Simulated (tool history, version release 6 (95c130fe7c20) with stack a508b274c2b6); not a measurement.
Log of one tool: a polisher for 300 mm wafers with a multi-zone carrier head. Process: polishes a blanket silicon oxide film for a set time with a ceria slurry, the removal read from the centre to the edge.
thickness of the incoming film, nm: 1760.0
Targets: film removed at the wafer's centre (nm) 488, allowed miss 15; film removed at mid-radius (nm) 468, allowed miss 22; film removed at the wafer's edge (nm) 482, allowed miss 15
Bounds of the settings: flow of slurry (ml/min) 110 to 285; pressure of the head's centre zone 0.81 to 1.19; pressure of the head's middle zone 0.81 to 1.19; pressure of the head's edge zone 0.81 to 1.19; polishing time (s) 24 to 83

run  hour  flow of slurry (ml/min)  pressure of the head's centre zone  pressure of the head's middle zone  pressure of the head's edge zone  polishing time (s)  film removed at the wafer's centre (nm)  film removed at mid-radius (nm)  film removed at the wafer's edge (nm)
  1     0                      180                                   1                                   1                                 1                  53                                   417.92                           406.45                                 429.17
  2   6.9                      180                                0.93                                   1                                 1                  53                                   387.35                           404.68                                 422.24
  3  11.7                      135                                0.93                                   1                                 1                  53                                   367.74                           392.09                                 403.72
  4  15.4                      165                                0.97                                1.02                              1.01                  53                                    401.2                           410.28                                 422.47
  5  20.1                      165                                0.97                                1.02                              1.06                  53                                   395.92                           404.09                                 426.91
  6  21.4                      185                                0.99                                1.04                              1.07                  53                                   410.41                            433.6                                 432.02
  7  29.8                      200                                1.01                                1.03                              1.08                  54                                   437.43                           438.14                                  450.1
  8  36.6                      215                                1.02                                1.03                              1.09                  54                                   448.55                           440.77                                 464.25
  9  42.1                      225                                1.03                                1.04                              1.09                  54                                   457.75                           437.79                                 458.41

Which of these 5 next moves meets every target?
  A  47.6                      160                                1.02                                1.02                              1.05                  58                                        ?                                ?                                      ?
  B  47.6                      285                                0.99                                0.85                              1.09                  58                                        ?                                ?                                      ?
  C  47.6                      260                                0.98                                1.09                              1.13                  56                                        ?                                ?                                      ?
  D  47.6                      280                                   1                                0.95                              1.04                  51                                        ?                                ?                                      ?
  E  47.6                      195                                1.08                                1.06                              1.14                  57                                        ?                                ?                                      ?

move  film removed at the wafer's centre (nm)  film removed at mid-radius (nm)  film removed at the wafer's edge (nm)
   A                                   452.83                           444.01                                 466.08
   B                                   478.73                           411.89                                 503.98
   C                                    453.6                            485.2                                 490.37
   D                                    424.5                           396.48                                 431.74
   E                                   486.96                           464.81                                 488.15
A: further off than the last run
B: brings the result that was furthest off to its target, and leaves another outside
C: further off than the last run
D: further off than the last run
E: meets every target
Answer: E
